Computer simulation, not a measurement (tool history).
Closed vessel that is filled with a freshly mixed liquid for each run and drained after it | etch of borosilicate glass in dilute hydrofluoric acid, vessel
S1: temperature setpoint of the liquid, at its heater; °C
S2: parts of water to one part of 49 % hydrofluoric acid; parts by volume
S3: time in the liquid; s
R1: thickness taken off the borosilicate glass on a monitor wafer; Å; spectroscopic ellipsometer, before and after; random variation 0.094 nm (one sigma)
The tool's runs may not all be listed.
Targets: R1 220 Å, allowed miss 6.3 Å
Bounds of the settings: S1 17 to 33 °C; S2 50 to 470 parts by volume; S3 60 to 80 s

run	day	S1	S2	S3	R1
1	0	25	260	80	73.118
2	0.208	22	260	80	65.283
3	0.358	22	260	80	65.502
4	0.704	22	210	80	85.627
5	0.883	23.5	210	80	90.451
6	1.05	21	210	80	82.568
7	1.246	23	185	80	103.18
8	1.308	25	170	80	122.16
9	1.608	26.5	160	80	138.28
10	1.942	27.5	155	80	150.8
11	2.288	28.5	150	80	160.79
12	2.471	29.5	145	80	175.67
13	2.633	30	145	80	178.68
14	2.946	30	145	80	178.93
15	2.975	30.5	140	80	190.07
16	3.138	30.5	140	80	188.44
17	3.258	31	140	80	193.95
18	3.288	31.5	140	80	197.03
19	3.371	32	140	80	199.76
20	3.508	32.5	135	80	213.74

5 next moves are on the table. One of them brings every result within its allowed miss. Which?
A	3.646	28.5	115	80	?
B	3.646	32	135	75	?
C	3.646	30	125	75	?
D	3.646	33	140	80	?
E	3.646	33	135	75	?

move	R1
A	220.91
B	195.13
C	198.76
D	206.48
E	202.18
A: meets every target
B: further off than the last run
C: further off than the last run
D: further off than the last run
E: further off than the last run
The right move is A.
